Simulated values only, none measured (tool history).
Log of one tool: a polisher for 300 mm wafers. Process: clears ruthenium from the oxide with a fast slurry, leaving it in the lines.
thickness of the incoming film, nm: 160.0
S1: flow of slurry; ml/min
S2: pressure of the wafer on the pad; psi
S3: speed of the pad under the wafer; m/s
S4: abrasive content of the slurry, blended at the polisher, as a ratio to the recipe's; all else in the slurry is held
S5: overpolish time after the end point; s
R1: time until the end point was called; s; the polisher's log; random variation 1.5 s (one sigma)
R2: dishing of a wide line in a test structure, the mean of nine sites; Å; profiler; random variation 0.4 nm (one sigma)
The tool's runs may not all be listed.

run  hour   S1   S2    S3   S4  S5      R1      R2
  1   0.0  190  2.4  1.18  1.0  20  37.774  612.88
  2   2.9  150  2.4  1.18  1.0  20  35.996  609.07
  3  10.2  155  2.0  1.12  1.0  20  46.607  493.21
  4  13.5  155  1.7  1.10  1.0  20  57.247  421.27
  5  21.3  155  2.0  1.10  1.0  20  46.145  480.76
  6  27.0  155  2.0  1.10  1.0  12  47.851  304.12
  7  27.8  165  1.7  1.12  1.0  14  51.476  309.75

The next listed run, before its measurement:
  8  29.0  165  1.5  1.08  1.0  16   ?   ?

{"run 8": {"R1": 61.332, "R2": 310.91}}

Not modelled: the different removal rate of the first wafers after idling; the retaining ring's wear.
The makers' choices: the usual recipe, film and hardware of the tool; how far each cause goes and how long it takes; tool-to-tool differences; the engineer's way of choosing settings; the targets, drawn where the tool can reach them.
